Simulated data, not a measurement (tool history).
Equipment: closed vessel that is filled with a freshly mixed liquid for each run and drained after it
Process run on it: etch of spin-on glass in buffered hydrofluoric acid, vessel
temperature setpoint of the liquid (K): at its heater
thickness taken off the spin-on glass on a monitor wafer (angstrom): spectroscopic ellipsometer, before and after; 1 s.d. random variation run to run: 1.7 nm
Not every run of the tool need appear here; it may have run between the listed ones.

run  hour  temperature setpoint of the liquid (K)  parts of 40 % ammonium fluoride to one part of 49 % hydrofluoric acid (parts by volume)  time in the liquid (s)  thickness taken off the spin-on glass on a monitor wafer (angstrom)
  1   0.0                                  294.15                                                                                     12.0                     100                                                               2956.6
  2   1.2                                  294.15                                                                                     12.0                     110                                                               3279.1
  3   2.4                                  294.15                                                                                     12.0                     100                                                               3007.7
  4   7.8                                  293.65                                                                                     12.0                     100                                                               2861.9
  5  10.5                                  293.65                                                                                     12.0                     100                                                               2874.4
  6  16.2                                  293.65                                                                                      8.5                     100                                                               3938.3
  7  18.5                                  293.15                                                                                      9.0                     100                                                               3580.3

Forecast run 8:
  8  21.3                                  292.65                                                                                      9.5                     100                                                                    ?

thickness taken off the spin-on glass on a monitor wafer (angstrom): 3370.1
